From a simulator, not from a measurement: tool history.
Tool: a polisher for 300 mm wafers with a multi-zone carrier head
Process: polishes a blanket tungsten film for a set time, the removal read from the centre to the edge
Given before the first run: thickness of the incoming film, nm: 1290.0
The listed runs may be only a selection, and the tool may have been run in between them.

| run | day | flow of slurry (ml/min) | pressure of the head's centre zone | pressure of the head's middle zone | pressure of the head's edge zone | abrasive content of the slurry | polishing time (s) | film removed at the wafer's centre (angstrom) | film removed at mid-radius (angstrom) | film removed at the wafer's edge (angstrom) |
|---|---|---|---|---|---|---|---|---|---|---|
| 1 | 0.000 | 165 | 1.00 | 1.00 | 1.00 | 1.00 | 80 | 4593.2 | 4501.6 | 4597.4 |
| 2 | 0.342 | 155 | 0.96 | 0.98 | 0.98 | 0.90 | 76 | 3994.7 | 4023.9 | 4124.8 |
| 3 | 0.608 | 145 | 0.93 | 0.96 | 0.96 | 0.80 | 74 | 3605.2 | 3684.3 | 3695.9 |
| 4 | 0.738 | 135 | 0.90 | 0.94 | 0.97 | 0.75 | 73 | 3257.6 | 3397.2 | 3650.8 |
| 5 | 0.921 | 130 | 0.88 | 0.92 | 0.95 | 0.70 | 73 | 3110.2 | 3319.5 | 3511.3 |
| 6 | 0.992 | 130 | 0.88 | 0.88 | 0.95 | 0.70 | 73 | 3071.7 | 3243.0 | 3503.8 |
| 7 | 1.154 | 125 | 0.87 | 0.87 | 0.94 | 0.65 | 73 | 2889.2 | 3025.5 | 3374.9 |
| 8 | 1.421 | 120 | 0.86 | 0.87 | 0.92 | 0.65 | 73 | 2874.7 | 3010.3 | 3286.2 |
| 9 | 1.538 | 115 | 0.85 | 0.87 | 0.91 | 0.65 | 73 | 2765.0 | 2996.7 | 3288.3 |
| 10 | 1.717 | 115 | 0.85 | 0.87 | 0.89 | 0.65 | 73 | 2803.7 | 3025.2 | 3222.1 |

What will run 11 give?
| 11 | 1.896 | 105 | 0.82 | 0.84 | 0.86 | 0.55 | 72 | ? | ? | ? |

film removed at the wafer's centre (angstrom): 2396.1
film removed at mid-radius (angstrom): 2603.0
film removed at the wafer's edge (angstrom): 2868.0

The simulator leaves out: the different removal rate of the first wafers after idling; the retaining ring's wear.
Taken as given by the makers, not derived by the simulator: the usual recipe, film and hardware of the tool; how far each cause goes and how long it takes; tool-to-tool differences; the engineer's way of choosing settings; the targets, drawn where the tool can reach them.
